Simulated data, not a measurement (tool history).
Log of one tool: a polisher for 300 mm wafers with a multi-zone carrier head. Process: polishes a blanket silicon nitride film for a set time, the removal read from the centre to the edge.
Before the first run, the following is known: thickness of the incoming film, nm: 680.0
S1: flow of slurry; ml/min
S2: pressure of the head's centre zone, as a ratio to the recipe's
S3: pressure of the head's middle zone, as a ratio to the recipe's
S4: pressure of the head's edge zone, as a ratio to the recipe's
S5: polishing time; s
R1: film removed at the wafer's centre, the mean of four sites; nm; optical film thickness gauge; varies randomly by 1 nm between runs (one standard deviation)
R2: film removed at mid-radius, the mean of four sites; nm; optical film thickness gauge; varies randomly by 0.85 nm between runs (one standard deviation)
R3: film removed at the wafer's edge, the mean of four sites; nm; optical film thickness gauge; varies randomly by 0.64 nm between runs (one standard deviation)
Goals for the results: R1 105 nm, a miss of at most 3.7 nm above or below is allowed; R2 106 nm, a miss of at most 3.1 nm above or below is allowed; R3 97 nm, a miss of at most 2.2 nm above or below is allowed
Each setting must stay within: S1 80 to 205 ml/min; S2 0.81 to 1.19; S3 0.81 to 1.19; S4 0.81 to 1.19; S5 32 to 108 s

run,hour,S1,S2,S3,S4,S5,R1,R2,R3
1,0,135,1,1,1,70,79.842,78.731,79.325
2,1.4,150,1.03,1.04,1.04,71,87.971,83.936,82.63
3,10,150,1.03,1.09,1.04,71,86.82,88.983,82.608
4,12.1,150,1.03,1.06,1.04,71,86.344,85.679,82.811
5,15.9,150,1.11,1.06,1.04,71,95.216,84.889,81.844
6,23.1,160,1.1,1.09,1.07,72,94.636,90.963,86.05
7,26.1,170,1.11,1.11,1.09,73,98.18,96.14,88.194
8,30,175,1.12,1.11,1.11,74,101.83,97.145,90.057

Which single option among these 4 for the next run brings every result within its allowed miss of target? Just one does.
A,33.9,165,0.95,1.15,1.17,84,?,?,?
B,33.9,150,1.01,0.9,1.19,81,?,?,?
C,33.9,150,1.07,0.99,1.17,78,?,?,?
D,33.9,185,1.11,1.18,1.18,77,?,?,?

move,R1,R2,R3
A,97.957,112.02,103.81
B,98.227,86.139,99.858
C,100.31,89.806,95.31
D,107.42,107,96.877
A: takes the result that was furthest off past its target
B: takes the result that was furthest off past its target
C: the worst result of the last run now meets its target, but another is out of spec
D: meets every target
Correct choice: D, which meets every target
